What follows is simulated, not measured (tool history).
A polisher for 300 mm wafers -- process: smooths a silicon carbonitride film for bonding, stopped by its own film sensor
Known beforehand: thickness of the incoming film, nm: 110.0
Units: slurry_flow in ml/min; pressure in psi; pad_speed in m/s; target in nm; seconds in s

{"run": 1, "hour": 0.0, "slurry_flow": 150, "pressure": 1.8, "pad_speed": 1.04, "slurry_solids": 1, "target": 96, "seconds": 54.806}
{"run": 2, "hour": 1.8, "slurry_flow": 150, "pressure": 1.8, "pad_speed": 1.04, "slurry_solids": 1.1, "target": 96, "seconds": 51.792}
{"run": 3, "hour": 3.6, "slurry_flow": 130, "pressure": 1.8, "pad_speed": 1.04, "slurry_solids": 1.1, "target": 96, "seconds": 53.777}
{"run": 4, "hour": 10.0, "slurry_flow": 130, "pressure": 1.8, "pad_speed": 1.04, "slurry_solids": 1.25, "target": 96, "seconds": 49.111}
{"run": 5, "hour": 11.6, "slurry_flow": 130, "pressure": 1.8, "pad_speed": 1.04, "slurry_solids": 1.25, "target": 98, "seconds": 42.072}
{"run": 6, "hour": 16.7, "slurry_flow": 100, "pressure": 1.8, "pad_speed": 1.04, "slurry_solids": 1.25, "target": 98, "seconds": 44.516}
{"run": 7, "hour": 19.7, "slurry_flow": 100, "pressure": 1.6, "pad_speed": 1.04, "slurry_solids": 1.25, "target": 98, "seconds": 49.569}

Expected results for the next run?
{"run": 8, "hour": 22.4, "slurry_flow": 100, "pressure": 1.5, "pad_speed": 1.04, "slurry_solids": 1.25, "target": 98, "seconds": "?"}

seconds: 52.921 s
